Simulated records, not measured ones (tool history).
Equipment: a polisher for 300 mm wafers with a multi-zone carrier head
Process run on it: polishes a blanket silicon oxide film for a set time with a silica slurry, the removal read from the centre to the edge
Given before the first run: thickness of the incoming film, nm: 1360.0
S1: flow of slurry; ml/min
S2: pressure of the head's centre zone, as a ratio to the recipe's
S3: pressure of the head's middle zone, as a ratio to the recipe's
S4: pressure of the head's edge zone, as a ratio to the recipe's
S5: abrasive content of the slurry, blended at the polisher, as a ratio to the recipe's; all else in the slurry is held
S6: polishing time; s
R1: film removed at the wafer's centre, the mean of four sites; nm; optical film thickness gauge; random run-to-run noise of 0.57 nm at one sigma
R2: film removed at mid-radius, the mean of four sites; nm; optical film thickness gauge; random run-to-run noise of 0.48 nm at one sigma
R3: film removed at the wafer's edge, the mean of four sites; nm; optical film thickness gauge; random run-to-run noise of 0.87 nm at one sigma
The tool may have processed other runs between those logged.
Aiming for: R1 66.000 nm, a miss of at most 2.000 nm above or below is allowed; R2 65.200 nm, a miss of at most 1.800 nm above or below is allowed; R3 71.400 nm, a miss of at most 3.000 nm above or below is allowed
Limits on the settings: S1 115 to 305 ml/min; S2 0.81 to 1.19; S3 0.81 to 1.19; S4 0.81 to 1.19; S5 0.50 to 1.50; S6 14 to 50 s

| run | hour | S1 | S2 | S3 | S4 | S5 | S6 | R1 | R2 | R3 |
|---|---|---|---|---|---|---|---|---|---|---|
| 1 | 0.0 | 195 | 1.00 | 1.00 | 1.00 | 1.00 | 32 | 100.710 | 100.670 | 98.436 |
| 2 | 7.9 | 195 | 1.00 | 1.00 | 1.07 | 1.00 | 32 | 102.340 | 101.310 | 100.780 |
| 3 | 12.3 | 195 | 1.00 | 1.00 | 1.07 | 1.00 | 38 | 119.730 | 120.650 | 120.680 |
| 4 | 16.1 | 195 | 1.00 | 1.00 | 1.07 | 1.00 | 41 | 130.120 | 130.560 | 130.160 |
| 5 | 17.2 | 185 | 0.97 | 0.95 | 1.03 | 0.85 | 38 | 106.290 | 106.090 | 109.640 |
| 6 | 25.7 | 185 | 1.00 | 0.95 | 1.03 | 0.85 | 38 | 112.310 | 105.730 | 109.860 |
| 7 | 32.0 | 175 | 0.96 | 0.92 | 0.99 | 0.75 | 36 | 93.177 | 90.386 | 95.380 |
| 8 | 39.7 | 165 | 0.94 | 0.89 | 0.95 | 0.65 | 35 | 80.536 | 77.686 | 82.238 |
| 9 | 43.6 | 155 | 0.92 | 0.87 | 0.92 | 0.65 | 35 | 78.851 | 75.223 | 82.494 |
| 10 | 49.3 | 155 | 0.90 | 0.86 | 0.90 | 0.60 | 35 | 73.774 | 71.452 | 76.653 |
| 11 | 54.7 | 150 | 0.88 | 0.85 | 0.88 | 0.60 | 35 | 72.508 | 70.096 | 76.434 |
| 12 | 59.9 | 145 | 0.86 | 0.84 | 0.86 | 0.60 | 35 | 69.037 | 69.709 | 72.764 |
| 13 | 65.9 | 140 | 0.86 | 0.83 | 0.87 | 0.60 | 35 | 67.646 | 67.604 | 72.202 |
| 14 | 67.7 | 135 | 0.86 | 0.82 | 0.88 | 0.60 | 35 | 67.663 | 65.362 | 75.383 |
| 15 | 75.8 | 135 | 0.86 | 0.82 | 0.87 | 0.60 | 35 | 69.123 | 66.668 | 75.486 |

Which single option among these 5 for the next run brings every result within its allowed miss of target? Just one does.
| A | 83.9 | 150 | 0.94 | 0.85 | 0.82 | 0.50 | 36 | ? | ? | ? |
| B | 83.9 | 130 | 1.05 | 0.87 | 0.81 | 0.55 | 35 | ? | ? | ? |
| C | 83.9 | 130 | 0.88 | 0.85 | 0.89 | 0.60 | 34 | ? | ? | ? |
| D | 83.9 | 125 | 0.81 | 0.81 | 1.01 | 0.70 | 34 | ? | ? | ? |
| E | 83.9 | 135 | 0.82 | 0.87 | 0.91 | 0.60 | 35 | ? | ? | ? |

| move | R1 | R2 | R3 |
|---|---|---|---|
| A | 69.038 | 64.801 | 67.497 |
| B | 75.680 | 65.839 | 67.670 |
| C | 66.215 | 66.206 | 71.880 |
| D | 66.454 | 68.833 | 82.139 |
| E | 64.786 | 70.174 | 75.144 |
A: about as far from the targets as the last run
B: lands further from the targets than the last run did
C: every result within its allowed miss
D: corrects the largest miss of the last run, while another result sits out of spec
E: corrects the largest miss of the last run, while another result sits out of spec
Answer: C
